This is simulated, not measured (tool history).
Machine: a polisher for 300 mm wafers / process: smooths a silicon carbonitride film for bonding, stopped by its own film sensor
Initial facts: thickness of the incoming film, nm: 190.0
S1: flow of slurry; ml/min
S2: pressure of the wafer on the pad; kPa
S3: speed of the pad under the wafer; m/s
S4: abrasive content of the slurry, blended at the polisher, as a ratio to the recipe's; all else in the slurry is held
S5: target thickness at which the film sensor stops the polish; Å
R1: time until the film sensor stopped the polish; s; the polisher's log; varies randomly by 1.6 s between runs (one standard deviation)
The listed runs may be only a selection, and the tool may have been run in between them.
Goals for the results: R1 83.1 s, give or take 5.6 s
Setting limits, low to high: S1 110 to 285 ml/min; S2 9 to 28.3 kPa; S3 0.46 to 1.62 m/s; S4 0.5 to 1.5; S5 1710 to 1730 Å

run 1 hour=0 | S1=180 S2=18.6 S3=1.04 S4=1 S5=1710 | R1=59.999
run 2 hour=0.6 | S1=180 S2=17.2 S3=1.02 S4=1 S5=1710 | R1=68.226
run 3 hour=2.7 | S1=180 S2=17.2 S3=1.02 S4=1.1 S5=1710 | R1=65.988
run 4 hour=5.3 | S1=205 S2=17.2 S3=1.02 S4=1.1 S5=1710 | R1=66.08
-- hour=8.2 worn pad replaced by a new one
run 5 hour=8.2 | S1=165 S2=17.2 S3=1.02 S4=1.1 S5=1710 | R1=62.662
run 6 hour=16.2 | S1=165 S2=16.5 S3=1.02 S4=1.1 S5=1710 | R1=63.104
run 7 hour=19.7 | S1=175 S2=15.9 S3=1.02 S4=1.1 S5=1710 | R1=65.041
run 8 hour=27.7 | S1=175 S2=15.2 S3=1 S4=1.1 S5=1710 | R1=67.061
run 9 hour=30.3 | S1=175 S2=14.5 S3=0.98 S4=1.1 S5=1710 | R1=71.397

Of the 4 settings listed for the next run, only one would bring every result within its allowed miss of target. Which one?
run A hour=32.9 | S1=190 S2=13.8 S3=1 S4=1 S5=1730 | R1=?
run B hour=32.9 | S1=185 S2=12.4 S3=1.04 S4=1.1 S5=1730 | R1=?
run C hour=32.9 | S1=200 S2=13.1 S3=0.84 S4=1 S5=1710 | R1=?
run D hour=32.9 | S1=190 S2=14.5 S3=0.74 S4=1 S5=1730 | R1=?

move=A R1=72.011
move=B R1=74.477
move=C R1=96.722
move=D R1=87.429
A: nearer the targets than the last run, but a result is still out of spec
B: nearer the targets than the last run, but a result is still out of spec
C: pushes the last run's worst result past its target
D: each result inside its tolerance
Correct choice: D, which meets every target
